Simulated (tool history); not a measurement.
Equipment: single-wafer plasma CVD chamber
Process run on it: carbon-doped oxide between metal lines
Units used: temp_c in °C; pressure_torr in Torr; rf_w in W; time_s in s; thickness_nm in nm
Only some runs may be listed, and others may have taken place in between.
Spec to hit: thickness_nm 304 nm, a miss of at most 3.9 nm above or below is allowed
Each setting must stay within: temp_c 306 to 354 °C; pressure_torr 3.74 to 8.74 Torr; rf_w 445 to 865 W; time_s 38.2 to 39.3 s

{"run": 1, "hour": 0.0, "temp_c": 330, "pressure_torr": 6.24, "rf_w": 655, "time_s": 38.2, "thickness_nm": 244.41}
{"run": 2, "hour": 3.9, "temp_c": 330, "pressure_torr": 6.92, "rf_w": 655, "time_s": 38.2, "thickness_nm": 244.68}
{"run": 3, "hour": 10.4, "temp_c": 320, "pressure_torr": 6.92, "rf_w": 655, "time_s": 38.2, "thickness_nm": 252.96}
{"run": 4, "hour": 11.1, "temp_c": 327, "pressure_torr": 6.92, "rf_w": 655, "time_s": 38.2, "thickness_nm": 247.11}
{"run": 5, "hour": 11.7, "temp_c": 323, "pressure_torr": 6.99, "rf_w": 700, "time_s": 38.3, "thickness_nm": 264.93}
{"run": 6, "hour": 16.7, "temp_c": 320, "pressure_torr": 7.09, "rf_w": 720, "time_s": 38.3, "thickness_nm": 273.27}
{"run": 7, "hour": 23.3, "temp_c": 317, "pressure_torr": 7.19, "rf_w": 735, "time_s": 38.3, "thickness_nm": 280.19}
{"run": 8, "hour": 25.6, "temp_c": 315, "pressure_torr": 7.29, "rf_w": 750, "time_s": 38.3, "thickness_nm": 286.73}
{"run": 9, "hour": 26.7, "temp_c": 313, "pressure_torr": 7.39, "rf_w": 760, "time_s": 38.3, "thickness_nm": 290.44}
{"run": 10, "hour": 32.6, "temp_c": 312, "pressure_torr": 7.46, "rf_w": 765, "time_s": 38.3, "thickness_nm": 294.55}

Exactly one of the 4 candidate moves below puts every result within its allowed miss. Which one?
{"run": "A", "hour": 38.5, "temp_c": 308, "pressure_torr": 6.08, "rf_w": 765, "time_s": 39.3, "thickness_nm": "?"}
{"run": "B", "hour": 38.5, "temp_c": 317, "pressure_torr": 7.55, "rf_w": 830, "time_s": 39.3, "thickness_nm": "?"}
{"run": "C", "hour": 38.5, "temp_c": 311, "pressure_torr": 7.17, "rf_w": 745, "time_s": 38.4, "thickness_nm": "?"}
{"run": "D", "hour": 38.5, "temp_c": 311, "pressure_torr": 7.72, "rf_w": 815, "time_s": 38.8, "thickness_nm": "?"}

move=A thickness_nm=302.46
move=B thickness_nm=313.97
move=C thickness_nm=289.82
move=D thickness_nm=313.27
A: all results land within tolerance of their targets
B: carries the result that was furthest off beyond its target, to the other side
C: the biggest miss grows against the last run
D: carries the result that was furthest off beyond its target, to the other side
A meets every target.
